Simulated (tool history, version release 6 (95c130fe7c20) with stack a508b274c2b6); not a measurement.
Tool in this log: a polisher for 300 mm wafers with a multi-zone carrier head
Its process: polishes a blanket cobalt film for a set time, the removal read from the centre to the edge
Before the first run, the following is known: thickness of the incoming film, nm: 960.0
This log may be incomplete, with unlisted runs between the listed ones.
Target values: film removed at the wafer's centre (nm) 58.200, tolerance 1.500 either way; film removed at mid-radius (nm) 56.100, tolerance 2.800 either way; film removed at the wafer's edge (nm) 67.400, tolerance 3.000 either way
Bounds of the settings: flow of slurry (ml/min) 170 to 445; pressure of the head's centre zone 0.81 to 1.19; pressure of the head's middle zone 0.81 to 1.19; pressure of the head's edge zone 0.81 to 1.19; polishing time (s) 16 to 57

run	day	flow of slurry (ml/min)	pressure of the head's centre zone	pressure of the head's middle zone	pressure of the head's edge zone	polishing time (s)	film removed at the wafer's centre (nm)	film removed at mid-radius (nm)	film removed at the wafer's edge (nm)
1	0.000	285	1.00	1.00	1.00	36	102.480	100.230	103.630
2	0.225	225	1.00	1.00	1.00	36	97.508	98.098	100.230
3	0.496	270	1.00	1.00	1.00	36	102.230	99.017	105.180
4	0.704	265	0.96	0.95	0.99	31	83.286	85.779	88.902
5	0.929	265	0.90	0.95	0.99	31	78.468	83.237	87.238
6	1.271	290	0.91	0.90	1.03	27	70.463	70.238	77.933
7	1.425	290	0.90	0.87	1.05	25	64.298	63.631	73.066
8	1.500	285	0.90	0.85	1.05	24	61.071	59.763	71.044
9	1.525	280	0.90	0.84	1.04	24	60.948	59.657	71.272

Pick the move, out of 4, that brings all results within their allowed miss; only one does.
A	1.550	335	0.94	0.93	0.97	23	?	?	?
B	1.550	260	0.99	0.81	1.06	23	?	?	?
C	1.550	275	0.90	0.82	1.04	23	?	?	?
D	1.550	235	0.97	0.89	0.99	25	?	?	?

move	film removed at the wafer's centre (nm)	film removed at mid-radius (nm)	film removed at the wafer's edge (nm)
A	63.176	62.841	68.416
B	63.220	54.624	68.937
C	58.158	55.721	68.893
D	65.695	61.924	71.483
A: its largest miss is bigger than the last run's
B: its largest miss is bigger than the last run's
C: hits every target within its allowed miss
D: its largest miss is bigger than the last run's
The move that meets every target is C.
